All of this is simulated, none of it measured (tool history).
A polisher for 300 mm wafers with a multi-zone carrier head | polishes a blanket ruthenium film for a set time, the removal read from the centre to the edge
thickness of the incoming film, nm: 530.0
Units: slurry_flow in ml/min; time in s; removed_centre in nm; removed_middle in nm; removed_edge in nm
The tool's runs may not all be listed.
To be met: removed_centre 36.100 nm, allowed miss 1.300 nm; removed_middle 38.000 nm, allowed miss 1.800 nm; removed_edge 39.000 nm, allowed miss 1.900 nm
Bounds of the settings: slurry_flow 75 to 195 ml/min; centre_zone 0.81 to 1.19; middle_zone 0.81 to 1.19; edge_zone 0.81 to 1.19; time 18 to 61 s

{"run": 1, "hour": 0.0, "slurry_flow": 125, "centre_zone": 1.0, "middle_zone": 1.0, "edge_zone": 1.0, "time": 39, "removed_centre": 65.436, "removed_middle": 63.999, "removed_edge": 61.072}
{"run": 2, "hour": 3.1, "slurry_flow": 105, "centre_zone": 1.0, "middle_zone": 1.0, "edge_zone": 1.0, "time": 39, "removed_centre": 60.73, "removed_middle": 61.387, "removed_edge": 61.784}
{"run": 3, "hour": 9.2, "slurry_flow": 135, "centre_zone": 1.0, "middle_zone": 1.0, "edge_zone": 1.0, "time": 39, "removed_centre": 65.957, "removed_middle": 64.397, "removed_edge": 63.774}
{"run": 4, "hour": 16.7, "slurry_flow": 135, "centre_zone": 1.0, "middle_zone": 1.0, "edge_zone": 1.07, "time": 39, "removed_centre": 65.773, "removed_middle": 66.236, "removed_edge": 65.464}
{"run": 5, "hour": 18.9, "slurry_flow": 125, "centre_zone": 0.96, "middle_zone": 0.98, "edge_zone": 1.03, "time": 35, "removed_centre": 55.566, "removed_middle": 56.333, "removed_edge": 57.424}
{"run": 6, "hour": 20.7, "slurry_flow": 120, "centre_zone": 0.93, "middle_zone": 0.98, "edge_zone": 0.99, "time": 32, "removed_centre": 48.775, "removed_middle": 51.606, "removed_edge": 50.411}
{"run": 7, "hour": 21.4, "slurry_flow": 120, "centre_zone": 0.93, "middle_zone": 0.98, "edge_zone": 0.99, "time": 32, "removed_centre": 48.321, "removed_middle": 51.719, "removed_edge": 51.895}
{"run": 8, "hour": 27.8, "slurry_flow": 120, "centre_zone": 0.92, "middle_zone": 0.96, "edge_zone": 0.96, "time": 29, "removed_centre": 43.233, "removed_middle": 44.687, "removed_edge": 45.525}
{"run": 9, "hour": 31.3, "slurry_flow": 115, "centre_zone": 0.9, "middle_zone": 0.95, "edge_zone": 0.92, "time": 29, "removed_centre": 42.101, "removed_middle": 44.058, "removed_edge": 43.817}
{"run": 10, "hour": 32.6, "slurry_flow": 110, "centre_zone": 0.88, "middle_zone": 0.93, "edge_zone": 0.9, "time": 29, "removed_centre": 40.552, "removed_middle": 43.046, "removed_edge": 43.961}
{"run": 11, "hour": 34.3, "slurry_flow": 105, "centre_zone": 0.88, "middle_zone": 0.92, "edge_zone": 0.88, "time": 28, "removed_centre": 38.195, "removed_middle": 40.829, "removed_edge": 40.941}
{"run": 12, "hour": 37.2, "slurry_flow": 100, "centre_zone": 0.88, "middle_zone": 0.91, "edge_zone": 0.87, "time": 28, "removed_centre": 38.125, "removed_middle": 40.63, "removed_edge": 41.012}
{"run": 13, "hour": 40.0, "slurry_flow": 90, "centre_zone": 0.88, "middle_zone": 0.88, "edge_zone": 0.85, "time": 26, "removed_centre": 33.874, "removed_middle": 36.314, "removed_edge": 36.429}
{"run": 14, "hour": 48.1, "slurry_flow": 90, "centre_zone": 0.88, "middle_zone": 0.88, "edge_zone": 0.85, "time": 26, "removed_centre": 34.156, "removed_middle": 34.346, "removed_edge": 37.517}
{"run": 15, "hour": 50.1, "slurry_flow": 90, "centre_zone": 0.88, "middle_zone": 0.88, "edge_zone": 0.85, "time": 26, "removed_centre": 34.671, "removed_middle": 35.861, "removed_edge": 36.683}
{"run": 16, "hour": 53.2, "slurry_flow": 95, "centre_zone": 0.88, "middle_zone": 0.88, "edge_zone": 0.86, "time": 26, "removed_centre": 34.536, "removed_middle": 36.363, "removed_edge": 37.913}

Which of these 5 next moves meets every target?
{"run": "A", "hour": 56.3, "slurry_flow": 120, "centre_zone": 0.91, "middle_zone": 0.86, "edge_zone": 0.83, "time": 27, "removed_centre": "?", "removed_middle": "?", "removed_edge": "?"}
{"run": "B", "hour": 56.3, "slurry_flow": 130, "centre_zone": 0.83, "middle_zone": 0.86, "edge_zone": 0.84, "time": 26, "removed_centre": "?", "removed_middle": "?", "removed_edge": "?"}
{"run": "C", "hour": 56.3, "slurry_flow": 95, "centre_zone": 0.84, "middle_zone": 0.99, "edge_zone": 0.81, "time": 25, "removed_centre": "?", "removed_middle": "?", "removed_edge": "?"}
{"run": "D", "hour": 56.3, "slurry_flow": 110, "centre_zone": 0.84, "middle_zone": 0.96, "edge_zone": 0.89, "time": 25, "removed_centre": "?", "removed_middle": "?", "removed_edge": "?"}
{"run": "E", "hour": 56.3, "slurry_flow": 105, "centre_zone": 0.95, "middle_zone": 1.11, "edge_zone": 0.81, "time": 24, "removed_centre": "?", "removed_middle": "?", "removed_edge": "?"}

move=A removed_centre=40.141 removed_middle=38.976 removed_edge=40.145
move=B removed_centre=35.967 removed_middle=38.237 removed_edge=39.361
move=C removed_centre=31.951 removed_middle=38.159 removed_edge=35.196
move=D removed_centre=33.474 removed_middle=38.716 removed_edge=37.741
move=E removed_centre=35.911 removed_middle=41.508 removed_edge=34.382
A: takes the result that was furthest off past its target
B: meets every target
C: further off than the last run
D: further off than the last run
E: brings the result that was furthest off to its target, and leaves another outside
Answer: B
